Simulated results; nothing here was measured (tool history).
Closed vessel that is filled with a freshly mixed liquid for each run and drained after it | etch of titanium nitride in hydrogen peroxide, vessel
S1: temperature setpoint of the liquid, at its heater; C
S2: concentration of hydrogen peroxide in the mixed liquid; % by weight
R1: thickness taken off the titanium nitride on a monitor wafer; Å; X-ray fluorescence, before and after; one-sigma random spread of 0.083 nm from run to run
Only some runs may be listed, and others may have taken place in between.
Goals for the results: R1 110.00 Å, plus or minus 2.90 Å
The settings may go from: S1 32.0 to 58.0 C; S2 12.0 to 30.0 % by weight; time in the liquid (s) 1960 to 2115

run 1 hour=0.0 | S1=42.0 S2=21.0 time_in_the_liquid_(s)=1960 | R1=253.05
run 2 hour=4.8 | S1=39.0 S2=19.0 time_in_the_liquid_(s)=1960 | R1=193.80
run 3 hour=7.9 | S1=39.0 S2=19.0 time_in_the_liquid_(s)=1960 | R1=197.00
run 4 hour=12.3 | S1=39.0 S2=20.5 time_in_the_liquid_(s)=1960 | R1=197.09
run 5 hour=20.0 | S1=37.0 S2=19.5 time_in_the_liquid_(s)=1960 | R1=167.79
run 6 hour=28.7 | S1=35.5 S2=18.5 time_in_the_liquid_(s)=1960 | R1=147.15
run 7 hour=33.4 | S1=34.5 S2=18.0 time_in_the_liquid_(s)=1960 | R1=135.79
run 8 hour=34.5 | S1=33.5 S2=17.5 time_in_the_liquid_(s)=1960 | R1=125.38

Which one of the following 5 next-run settings gets every result inside its allowed miss? There is exactly one.
run A hour=35.6 | S1=33.0 S2=20.5 time_in_the_liquid_(s)=2065 | R1=?
run B hour=35.6 | S1=35.0 S2=16.0 time_in_the_liquid_(s)=1960 | R1=?
run C hour=35.6 | S1=33.0 S2=20.0 time_in_the_liquid_(s)=2010 | R1=?
run D hour=35.6 | S1=32.5 S2=14.0 time_in_the_liquid_(s)=1960 | R1=?
run E hour=35.6 | S1=32.5 S2=16.5 time_in_the_liquid_(s)=2115 | R1=?

move=A R1=130.93
move=B R1=138.33
move=C R1=126.77
move=D R1=110.09
move=E R1=122.98
A: lands further from the targets than the last run did
B: lands further from the targets than the last run did
C: lands further from the targets than the last run did
D: meets every target
E: an improvement on the last run, though not all results are within tolerance
Go with D: it meets all targets.

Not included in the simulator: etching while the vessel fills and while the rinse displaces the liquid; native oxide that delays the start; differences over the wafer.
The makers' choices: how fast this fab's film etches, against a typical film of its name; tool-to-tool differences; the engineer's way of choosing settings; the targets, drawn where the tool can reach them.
